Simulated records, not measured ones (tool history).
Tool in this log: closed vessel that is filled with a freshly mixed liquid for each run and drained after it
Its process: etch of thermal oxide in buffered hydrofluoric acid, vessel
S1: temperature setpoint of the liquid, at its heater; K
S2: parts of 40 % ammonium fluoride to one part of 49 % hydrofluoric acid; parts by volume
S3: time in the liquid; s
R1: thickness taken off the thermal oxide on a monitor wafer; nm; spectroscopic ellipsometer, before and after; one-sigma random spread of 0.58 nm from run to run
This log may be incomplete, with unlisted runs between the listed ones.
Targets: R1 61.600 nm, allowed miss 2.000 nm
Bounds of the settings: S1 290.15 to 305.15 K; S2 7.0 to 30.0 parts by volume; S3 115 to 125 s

run  hour      S1    S2   S3      R1
  1   0.0  297.15  20.0  115  76.577
  2   2.9  296.15  20.0  115  72.374
  3   8.6  298.65  20.0  115  82.118
  4  17.5  298.65  17.0  115  95.773
  5  24.6  297.15  17.0  115  89.219
  6  32.5  295.65  17.0  115  80.365
  7  39.5  294.65  17.0  115  76.709
  8  44.2  293.65  17.0  115  73.124
  9  44.7  293.15  17.0  115  70.207
 10  51.0  292.65  17.0  115  68.332
 11  55.4  292.15  17.0  115  67.555
 12  56.9  292.15  17.0  115  65.549
 13  59.1  291.65  17.0  115  65.506

Pick the move, out of 5, that brings all results within their allowed miss; only one does.
  A  61.3  293.15  18.0  115   ?
  B  61.3  290.65  15.5  115   ?
  C  61.3  290.15  17.5  120   ?
  D  61.3  290.15  14.5  120   ?
  E  61.3  294.15  18.0  120   ?

move      R1
   A  66.949
   B  67.355
   C  60.599
   D  72.940
   E  73.879
A: the biggest miss grows against the last run
B: the biggest miss grows against the last run
C: every result lands within tolerance
D: the biggest miss grows against the last run
E: the biggest miss grows against the last run
The right move is C.
